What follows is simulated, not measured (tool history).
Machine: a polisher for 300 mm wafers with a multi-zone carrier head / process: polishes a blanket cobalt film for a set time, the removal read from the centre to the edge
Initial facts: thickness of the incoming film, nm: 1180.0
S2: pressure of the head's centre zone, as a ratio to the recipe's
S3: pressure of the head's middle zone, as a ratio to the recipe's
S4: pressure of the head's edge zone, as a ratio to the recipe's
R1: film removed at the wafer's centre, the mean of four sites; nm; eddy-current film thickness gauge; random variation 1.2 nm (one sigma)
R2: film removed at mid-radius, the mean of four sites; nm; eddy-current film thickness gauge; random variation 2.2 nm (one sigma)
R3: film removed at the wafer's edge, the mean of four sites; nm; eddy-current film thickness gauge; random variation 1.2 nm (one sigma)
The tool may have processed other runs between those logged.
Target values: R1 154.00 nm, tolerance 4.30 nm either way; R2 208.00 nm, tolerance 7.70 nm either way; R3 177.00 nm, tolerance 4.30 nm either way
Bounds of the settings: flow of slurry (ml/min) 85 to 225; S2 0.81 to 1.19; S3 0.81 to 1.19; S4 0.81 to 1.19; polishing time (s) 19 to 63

{"run": 1, "day": 0.0, "flow of slurry (ml/min)": 145, "S2": 1.0, "S3": 1.0, "S4": 1.0, "polishing time (s)": 41, "R1": 210.65, "R2": 212.4, "R3": 215.74}
{"run": 2, "day": 0.258, "flow of slurry (ml/min)": 160, "S2": 1.0, "S3": 1.0, "S4": 1.0, "polishing time (s)": 41, "R1": 215.86, "R2": 219.64, "R3": 219.88}
{"run": 3, "day": 0.438, "flow of slurry (ml/min)": 160, "S2": 1.08, "S3": 1.0, "S4": 1.0, "polishing time (s)": 41, "R1": 233.38, "R2": 214.19, "R3": 218.01}
{"run": 4, "day": 0.696, "flow of slurry (ml/min)": 160, "S2": 1.08, "S3": 0.94, "S4": 1.0, "polishing time (s)": 41, "R1": 231.84, "R2": 207.3, "R3": 221.53}
{"run": 5, "day": 0.858, "flow of slurry (ml/min)": 160, "S2": 1.08, "S3": 0.94, "S4": 0.92, "polishing time (s)": 41, "R1": 229.63, "R2": 203.26, "R3": 212.58}
{"run": 6, "day": 1.208, "flow of slurry (ml/min)": 160, "S2": 1.05, "S3": 0.94, "S4": 0.92, "polishing time (s)": 41, "R1": 223.45, "R2": 205.19, "R3": 211.96}
{"run": 7, "day": 1.517, "flow of slurry (ml/min)": 160, "S2": 1.05, "S3": 0.94, "S4": 0.92, "polishing time (s)": 41, "R1": 220.8, "R2": 205.25, "R3": 211.96}
{"run": 8, "day": 1.704, "flow of slurry (ml/min)": 150, "S2": 1.0, "S3": 0.97, "S4": 0.9, "polishing time (s)": 41, "R1": 209.96, "R2": 214.8, "R3": 208.14}
{"run": 9, "day": 1.804, "flow of slurry (ml/min)": 150, "S2": 1.0, "S3": 0.97, "S4": 0.9, "polishing time (s)": 41, "R1": 209.44, "R2": 209.31, "R3": 205.51}
{"run": 10, "day": 2.075, "flow of slurry (ml/min)": 140, "S2": 0.96, "S3": 0.99, "S4": 0.9, "polishing time (s)": 41, "R1": 200.24, "R2": 215.68, "R3": 207.17}
{"run": 11, "day": 2.225, "flow of slurry (ml/min)": 115, "S2": 0.86, "S3": 1.08, "S4": 0.81, "polishing time (s)": 35, "R1": 147.23, "R2": 183.37, "R3": 164.69}
{"run": 12, "day": 2.262, "flow of slurry (ml/min)": 125, "S2": 0.85, "S3": 1.09, "S4": 0.82, "polishing time (s)": 35, "R1": 147.1, "R2": 188.16, "R3": 168.12}
{"run": 13, "day": 2.579, "flow of slurry (ml/min)": 130, "S2": 0.85, "S3": 1.1, "S4": 0.82, "polishing time (s)": 35, "R1": 146.67, "R2": 196.33, "R3": 168.34}
{"run": 14, "day": 2.8, "flow of slurry (ml/min)": 135, "S2": 0.85, "S3": 1.1, "S4": 0.83, "polishing time (s)": 35, "R1": 151.25, "R2": 195.71, "R3": 171.18}
{"run": 15, "day": 2.983, "flow of slurry (ml/min)": 140, "S2": 0.85, "S3": 1.11, "S4": 0.83, "polishing time (s)": 35, "R1": 150.73, "R2": 197.58, "R3": 172.89}
{"run": 16, "day": 3.2, "flow of slurry (ml/min)": 145, "S2": 0.85, "S3": 1.12, "S4": 0.83, "polishing time (s)": 35, "R1": 152.42, "R2": 203.6, "R3": 172.51}

Which one of the following 4 next-run settings gets every result inside its allowed miss? There is exactly one.
{"run": "A", "day": 3.417, "flow of slurry (ml/min)": 170, "S2": 0.89, "S3": 1.17, "S4": 0.83, "polishing time (s)": 33, "R1": "?", "R2": "?", "R3": "?"}
{"run": "B", "day": 3.417, "flow of slurry (ml/min)": 105, "S2": 0.83, "S3": 1.06, "S4": 0.85, "polishing time (s)": 39, "R1": "?", "R2": "?", "R3": "?"}
{"run": "C", "day": 3.417, "flow of slurry (ml/min)": 180, "S2": 0.89, "S3": 1.17, "S4": 0.81, "polishing time (s)": 33, "R1": "?", "R2": "?", "R3": "?"}
{"run": "D", "day": 3.417, "flow of slurry (ml/min)": 185, "S2": 0.85, "S3": 1.14, "S4": 0.88, "polishing time (s)": 34, "R1": "?", "R2": "?", "R3": "?"}

move=A R1=153.92 R2=201.87 R3=165.32
move=B R1=153.91 R2=201.42 R3=185.71
move=C R1=155.38 R2=203.58 R3=165.01
move=D R1=153.47 R2=205.93 R3=175.34
A: its largest miss is bigger than the last run's
B: moves the result that the last run missed by most past its target, out the other side
C: its largest miss is bigger than the last run's
D: every result within its allowed miss
Go with D: it meets all targets.
